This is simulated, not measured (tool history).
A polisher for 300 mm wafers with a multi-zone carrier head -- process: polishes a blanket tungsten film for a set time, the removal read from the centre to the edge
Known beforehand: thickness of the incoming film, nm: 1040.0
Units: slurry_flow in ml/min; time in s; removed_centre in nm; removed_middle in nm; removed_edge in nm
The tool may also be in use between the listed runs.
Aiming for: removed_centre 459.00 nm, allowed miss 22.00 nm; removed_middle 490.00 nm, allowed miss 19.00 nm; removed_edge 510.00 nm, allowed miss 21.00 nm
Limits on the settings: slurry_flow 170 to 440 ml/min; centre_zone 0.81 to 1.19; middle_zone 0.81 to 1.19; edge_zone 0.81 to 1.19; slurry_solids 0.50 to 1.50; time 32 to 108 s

| run | hour | slurry_flow | centre_zone | middle_zone | edge_zone | slurry_solids | time | removed_centre | removed_middle | removed_edge |
|---|---|---|---|---|---|---|---|---|---|---|
| 1 | 0.0 | 280 | 1.00 | 1.00 | 1.00 | 1.00 | 70 | 418.33 | 407.58 | 405.36 |
| 2 | 6.6 | 280 | 0.99 | 1.01 | 1.03 | 1.10 | 71 | 421.55 | 431.48 | 433.10 |
| 3 | 8.1 | 210 | 0.99 | 1.01 | 1.03 | 1.10 | 71 | 404.16 | 413.66 | 418.28 |
| 4 | 9.9 | 230 | 1.00 | 1.02 | 1.06 | 1.15 | 71 | 415.19 | 426.66 | 440.22 |
| 5 | 14.8 | 230 | 1.00 | 1.02 | 1.01 | 1.15 | 71 | 427.52 | 428.47 | 423.42 |
| 6 | 15.8 | 245 | 1.00 | 1.03 | 1.04 | 1.20 | 71 | 421.63 | 431.17 | 431.61 |
| 7 | 24.7 | 250 | 1.00 | 1.04 | 1.06 | 1.25 | 72 | 433.11 | 462.74 | 449.50 |
| 8 | 31.4 | 265 | 1.00 | 0.97 | 1.16 | 1.40 | 74 | 451.03 | 455.35 | 489.59 |
| 9 | 36.8 | 270 | 1.00 | 0.98 | 1.17 | 1.40 | 74 | 447.11 | 454.81 | 504.74 |
| 10 | 39.3 | 275 | 1.00 | 0.99 | 1.17 | 1.40 | 74 | 463.84 | 457.78 | 507.35 |
| 11 | 42.8 | 275 | 0.99 | 1.00 | 1.16 | 1.40 | 74 | 454.67 | 458.51 | 498.45 |

5 candidate next runs follow, results not yet known. Just one meets every target within its allowed miss. Identify it.
| A | 46.3 | 350 | 0.92 | 0.95 | 1.19 | 1.20 | 72 | ? | ? | ? |
| B | 46.3 | 255 | 0.91 | 0.92 | 1.19 | 1.35 | 78 | ? | ? | ? |
| C | 46.3 | 295 | 0.95 | 1.03 | 1.15 | 1.30 | 76 | ? | ? | ? |
| D | 46.3 | 270 | 0.97 | 1.14 | 1.09 | 1.20 | 80 | ? | ? | ? |
| E | 46.3 | 305 | 0.98 | 0.84 | 1.19 | 1.15 | 78 | ? | ? | ? |

| move | removed_centre | removed_middle | removed_edge |
|---|---|---|---|
| A | 419.08 | 432.56 | 484.32 |
| B | 442.74 | 450.77 | 522.76 |
| C | 453.11 | 487.78 | 502.61 |
| D | 473.48 | 546.27 | 502.67 |
| E | 468.15 | 414.33 | 516.18 |
A: misses by more than the last run did
B: misses by more than the last run did
C: all results in spec
D: moves the result that the last run missed by most past its target, out the other side
E: misses by more than the last run did
So the answer is move C, the one that meets all the targets.
